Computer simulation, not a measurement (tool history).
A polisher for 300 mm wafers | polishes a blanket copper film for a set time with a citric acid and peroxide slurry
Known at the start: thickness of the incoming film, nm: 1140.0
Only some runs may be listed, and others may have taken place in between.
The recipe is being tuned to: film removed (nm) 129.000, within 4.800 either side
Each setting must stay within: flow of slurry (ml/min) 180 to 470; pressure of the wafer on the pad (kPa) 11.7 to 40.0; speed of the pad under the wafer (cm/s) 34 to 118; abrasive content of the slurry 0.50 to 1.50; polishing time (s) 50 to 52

run	hour	flow of slurry (ml/min)	pressure of the wafer on the pad (kPa)	speed of the pad under the wafer (cm/s)	abrasive content of the slurry	polishing time (s)	film removed (nm)
1	0.0	300	25.5	76	1.00	50	90.333
2	6.7	300	25.5	82	1.00	50	100.730
3	8.6	300	26.9	82	1.00	50	100.610
4	17.1	300	26.9	82	1.00	52	107.770
5	23.3	300	28.3	82	1.00	52	112.600
6	32.3	300	29.0	82	1.00	52	112.250
7	35.6	300	30.3	82	1.00	52	119.660
8	40.4	300	31.0	82	1.00	52	121.520
9	43.4	300	31.7	82	1.00	52	120.970

Exercise: of the 5 proposed moves below, exactly one satisfies all targets within the stated allowed misses. Which move is it?
A	46.4	265	35.2	90	0.80	50	?
B	46.4	400	35.2	64	1.40	50	?
C	46.4	315	34.5	82	1.25	52	?
D	46.4	285	34.5	80	0.95	50	?
E	46.4	310	35.2	74	1.05	50	?

move	film removed (nm)
A	130.280
B	114.160
C	137.980
D	121.000
E	118.540
A: meets every target
B: misses by more than the last run did
C: the result that was furthest off in the last run now lies on the other side of its target
D: roughly where the last run was
E: misses by more than the last run did
So the answer is move A, the one that meets all the targets.
